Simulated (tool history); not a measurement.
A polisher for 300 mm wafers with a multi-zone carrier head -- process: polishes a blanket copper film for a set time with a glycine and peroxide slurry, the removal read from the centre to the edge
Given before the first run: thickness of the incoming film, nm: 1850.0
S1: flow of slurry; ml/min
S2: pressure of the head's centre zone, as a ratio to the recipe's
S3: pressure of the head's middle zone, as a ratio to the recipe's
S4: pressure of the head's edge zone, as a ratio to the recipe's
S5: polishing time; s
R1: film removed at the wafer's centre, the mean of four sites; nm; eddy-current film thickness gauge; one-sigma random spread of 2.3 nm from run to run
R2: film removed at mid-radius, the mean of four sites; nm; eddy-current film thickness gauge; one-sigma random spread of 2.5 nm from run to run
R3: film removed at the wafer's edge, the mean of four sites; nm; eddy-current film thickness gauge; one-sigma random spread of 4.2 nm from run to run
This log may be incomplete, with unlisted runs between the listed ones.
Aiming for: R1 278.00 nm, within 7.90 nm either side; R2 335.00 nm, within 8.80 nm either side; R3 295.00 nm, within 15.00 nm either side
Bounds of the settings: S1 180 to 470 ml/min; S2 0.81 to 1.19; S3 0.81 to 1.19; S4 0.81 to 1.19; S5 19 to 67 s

| run | hour | S1 | S2 | S3 | S4 | S5 | R1 | R2 | R3 |
|---|---|---|---|---|---|---|---|---|---|
| 1 | 0.0 | 300 | 1.00 | 1.00 | 1.00 | 43 | 234.72 | 238.01 | 241.20 |
| 2 | 8.5 | 235 | 1.00 | 1.00 | 1.00 | 43 | 230.34 | 235.99 | 237.67 |
| 3 | 16.9 | 235 | 1.00 | 1.05 | 1.01 | 45 | 238.88 | 253.74 | 247.70 |
| 4 | 24.1 | 240 | 0.99 | 1.09 | 1.01 | 47 | 251.89 | 275.76 | 262.29 |
| 5 | 33.0 | 195 | 0.99 | 1.09 | 1.01 | 47 | 243.83 | 267.74 | 249.70 |
| 6 | 34.2 | 195 | 0.99 | 1.09 | 1.06 | 47 | 245.24 | 266.48 | 265.24 |
| 7 | 37.5 | 235 | 0.98 | 1.12 | 1.05 | 48 | 251.32 | 282.74 | 270.61 |
| 8 | 41.0 | 235 | 0.98 | 1.12 | 1.05 | 48 | 250.96 | 287.10 | 265.61 |
| 9 | 47.2 | 265 | 0.99 | 1.14 | 1.07 | 49 | 258.78 | 298.30 | 273.85 |
| 10 | 55.0 | 275 | 0.99 | 1.15 | 1.08 | 50 | 270.13 | 312.10 | 295.47 |
| 11 | 61.8 | 290 | 0.99 | 1.16 | 1.07 | 50 | 270.35 | 312.75 | 289.65 |

Which single option among these 4 for the next run brings every result within its allowed miss of target? Just one does.
| A | 68.6 | 250 | 0.90 | 1.19 | 1.06 | 54 | ? | ? | ? |
| B | 68.6 | 225 | 0.89 | 1.19 | 0.86 | 55 | ? | ? | ? |
| C | 68.6 | 305 | 0.98 | 1.14 | 1.06 | 51 | ? | ? | ? |
| D | 68.6 | 335 | 0.94 | 1.15 | 0.98 | 53 | ? | ? | ? |

| move | R1 | R2 | R3 |
|---|---|---|---|
| A | 261.61 | 338.34 | 308.32 |
| B | 260.32 | 341.02 | 282.20 |
| C | 274.64 | 313.45 | 295.44 |
| D | 276.03 | 330.84 | 297.20 |
A: brings the result that was furthest off to its target, and leaves another outside
B: brings the result that was furthest off to its target, and leaves another outside
C: just as far off the targets as the last run
D: hits every target within its allowed miss
The move that meets every target is D.

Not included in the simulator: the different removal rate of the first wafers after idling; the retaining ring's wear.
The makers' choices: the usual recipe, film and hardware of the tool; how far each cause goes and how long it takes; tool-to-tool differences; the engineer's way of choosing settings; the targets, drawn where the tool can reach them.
